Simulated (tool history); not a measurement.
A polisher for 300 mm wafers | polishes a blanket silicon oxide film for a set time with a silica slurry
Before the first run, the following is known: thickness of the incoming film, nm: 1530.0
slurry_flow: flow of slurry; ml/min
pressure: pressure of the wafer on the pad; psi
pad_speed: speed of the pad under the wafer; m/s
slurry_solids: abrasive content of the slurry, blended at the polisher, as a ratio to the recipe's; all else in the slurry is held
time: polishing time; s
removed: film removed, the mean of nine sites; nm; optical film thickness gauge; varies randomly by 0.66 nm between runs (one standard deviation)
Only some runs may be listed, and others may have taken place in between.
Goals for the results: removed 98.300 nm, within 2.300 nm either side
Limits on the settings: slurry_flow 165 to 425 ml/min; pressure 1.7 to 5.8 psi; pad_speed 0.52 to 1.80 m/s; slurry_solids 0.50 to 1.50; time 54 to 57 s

run 1 hour=0.0 | slurry_flow=275 pressure=3.7 pad_speed=1.16 slurry_solids=1.00 time=54 | removed=140.320
run 2 hour=7.3 | slurry_flow=275 pressure=4.1 pad_speed=1.16 slurry_solids=1.00 time=54 | removed=152.020
run 3 hour=15.3 | slurry_flow=215 pressure=4.1 pad_speed=1.16 slurry_solids=1.00 time=54 | removed=146.850
run 4 hour=24.1 | slurry_flow=215 pressure=4.1 pad_speed=1.44 slurry_solids=1.00 time=54 | removed=172.650
run 5 hour=30.8 | slurry_flow=215 pressure=3.2 pad_speed=1.44 slurry_solids=1.00 time=54 | removed=137.230
run 6 hour=33.9 | slurry_flow=215 pressure=3.2 pad_speed=1.64 slurry_solids=1.00 time=54 | removed=151.010
run 7 hour=41.4 | slurry_flow=215 pressure=3.0 pad_speed=1.64 slurry_solids=1.00 time=54 | removed=143.990
run 8 hour=49.3 | slurry_flow=215 pressure=2.9 pad_speed=1.64 slurry_solids=1.00 time=54 | removed=139.650
run 9 hour=56.1 | slurry_flow=215 pressure=2.8 pad_speed=1.64 slurry_solids=1.00 time=54 | removed=135.160
run 10 hour=61.2 | slurry_flow=215 pressure=2.7 pad_speed=1.64 slurry_solids=1.00 time=54 | removed=131.760
run 11 hour=68.4 | slurry_flow=215 pressure=2.6 pad_speed=1.64 slurry_solids=1.00 time=54 | removed=126.520
run 12 hour=72.3 | slurry_flow=215 pressure=2.5 pad_speed=1.64 slurry_solids=1.00 time=54 | removed=124.970
run 13 hour=80.8 | slurry_flow=215 pressure=2.4 pad_speed=1.64 slurry_solids=1.00 time=54 | removed=120.430
run 14 hour=82.6 | slurry_flow=210 pressure=1.7 pad_speed=1.64 slurry_solids=1.00 time=54 | removed=94.038
run 15 hour=85.5 | slurry_flow=215 pressure=1.7 pad_speed=1.64 slurry_solids=1.00 time=54 | removed=93.508

Next run, 4 choices. One meets every target within its allowed miss, the rest don't. Which?
run A hour=88.4 | slurry_flow=220 pressure=2.1 pad_speed=1.46 slurry_solids=0.90 time=55 | removed=?
run B hour=88.4 | slurry_flow=250 pressure=2.1 pad_speed=1.62 slurry_solids=0.85 time=57 | removed=?
run C hour=88.4 | slurry_flow=275 pressure=1.7 pad_speed=1.52 slurry_solids=1.05 time=54 | removed=?
run D hour=88.4 | slurry_flow=195 pressure=1.8 pad_speed=1.66 slurry_solids=0.95 time=54 | removed=?

move=A removed=97.285
move=B removed=106.380
move=C removed=94.014
move=D removed=94.308
A: every result within its allowed miss
B: moves the result that the last run missed by most past its target, out the other side
C: closer than the last run, but not yet in spec
D: closer than the last run, but not yet in spec
Move A is the one to make.
